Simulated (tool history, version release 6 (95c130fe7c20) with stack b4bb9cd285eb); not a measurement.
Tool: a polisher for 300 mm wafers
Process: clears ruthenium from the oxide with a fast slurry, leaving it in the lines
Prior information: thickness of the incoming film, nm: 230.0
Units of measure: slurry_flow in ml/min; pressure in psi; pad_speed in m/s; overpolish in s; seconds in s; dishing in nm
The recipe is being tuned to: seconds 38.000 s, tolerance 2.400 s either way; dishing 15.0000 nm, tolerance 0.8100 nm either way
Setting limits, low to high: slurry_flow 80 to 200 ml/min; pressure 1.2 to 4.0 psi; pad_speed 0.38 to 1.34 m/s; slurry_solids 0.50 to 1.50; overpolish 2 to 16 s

Run 1, hour 0.0: slurry_flow 130 ml/min, pressure 2.6 psi, pad_speed 0.86 m/s, slurry_solids 1.00, overpolish 8 s. Result: seconds 64.581 s, dishing 23.3960 nm.
Run 2, hour 4.6: slurry_flow 135 ml/min, pressure 2.9 psi, pad_speed 0.86 m/s, slurry_solids 1.00, overpolish 6 s. Result: seconds 57.048 s, dishing 19.6460 nm.
Run 3, hour 9.3: slurry_flow 150 ml/min, pressure 3.2 psi, pad_speed 0.84 m/s, slurry_solids 1.00, overpolish 5 s. Result: seconds 53.685 s, dishing 17.5170 nm.
Run 4, hour 14.7: slurry_flow 120 ml/min, pressure 3.2 psi, pad_speed 0.84 m/s, slurry_solids 1.00, overpolish 5 s. Result: seconds 56.778 s, dishing 17.0850 nm.
Run 5, hour 19.0: slurry_flow 120 ml/min, pressure 3.2 psi, pad_speed 0.84 m/s, slurry_solids 0.85, overpolish 5 s. Result: seconds 58.630 s, dishing 16.1940 nm.
Run 6, hour 23.9: slurry_flow 120 ml/min, pressure 3.2 psi, pad_speed 0.84 m/s, slurry_solids 0.85, overpolish 3 s. Result: seconds 59.138 s, dishing 9.9462 nm.
Run 7, hour 29.3: slurry_flow 130 ml/min, pressure 3.5 psi, pad_speed 0.88 m/s, slurry_solids 0.85, overpolish 3 s. Result: seconds 49.405 s, dishing 11.3410 nm.
Run 8, hour 32.4: slurry_flow 130 ml/min, pressure 3.7 psi, pad_speed 0.90 m/s, slurry_solids 0.90, overpolish 3 s. Result: seconds 46.582 s, dishing 12.3100 nm.

Which single option among these 4 for the next run brings every result within its allowed miss of target? Just one does.
Run A, hour 35.5: slurry_flow 140 ml/min, pressure 4.0 psi, pad_speed 1.00 m/s, slurry_solids 0.80, overpolish 2 s. Result: seconds ?, dishing ?.
Run B, hour 35.5: slurry_flow 140 ml/min, pressure 4.0 psi, pad_speed 1.14 m/s, slurry_solids 0.85, overpolish 3 s. Result: seconds ?, dishing ?.
Run C, hour 35.5: slurry_flow 115 ml/min, pressure 3.9 psi, pad_speed 0.98 m/s, slurry_solids 0.85, overpolish 3 s. Result: seconds ?, dishing ?.
Run D, hour 35.5: slurry_flow 130 ml/min, pressure 4.0 psi, pad_speed 1.02 m/s, slurry_solids 0.85, overpolish 3 s. Result: seconds ?, dishing ?.

move  seconds  dishing
   A   39.652   9.6198
   B   34.027  16.3360
   C   42.229  13.3360
   D   38.515  14.5460
A: the worst result of the last run now meets its target, but another is out of spec
B: moves the result that the last run missed by most past its target, out the other side
C: closer than the last run, but not yet in spec
D: every result lands within tolerance
Correct choice: D, which meets every target

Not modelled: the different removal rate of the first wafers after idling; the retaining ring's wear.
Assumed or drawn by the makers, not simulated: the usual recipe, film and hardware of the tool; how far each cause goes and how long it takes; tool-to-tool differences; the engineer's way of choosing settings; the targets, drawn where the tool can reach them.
